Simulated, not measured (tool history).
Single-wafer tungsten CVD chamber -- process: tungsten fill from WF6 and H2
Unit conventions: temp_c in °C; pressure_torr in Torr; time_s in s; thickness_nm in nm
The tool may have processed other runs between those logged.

run 1 hour=0.0 | temp_c=395 pressure_torr=52.2 time_s=13.4 | thickness_nm=46.735
run 2 hour=6.2 | temp_c=399 pressure_torr=52.3 time_s=13.4 | thickness_nm=50.600
run 3 hour=11.4 | temp_c=401 pressure_torr=52.4 time_s=13.4 | thickness_nm=52.751
run 4 hour=12.1 | temp_c=401 pressure_torr=52.4 time_s=13.4 | thickness_nm=52.932
run 5 hour=15.8 | temp_c=391 pressure_torr=52.4 time_s=13.4 | thickness_nm=42.285
run 6 hour=24.1 | temp_c=391 pressure_torr=55.7 time_s=13.4 | thickness_nm=43.708

For run 7, what comes out?
run 7 hour=29.9 | temp_c=403 pressure_torr=56.5 time_s=13.4 | thickness_nm=?

For run 7 the tool returned thickness_nm 56.444 nm.

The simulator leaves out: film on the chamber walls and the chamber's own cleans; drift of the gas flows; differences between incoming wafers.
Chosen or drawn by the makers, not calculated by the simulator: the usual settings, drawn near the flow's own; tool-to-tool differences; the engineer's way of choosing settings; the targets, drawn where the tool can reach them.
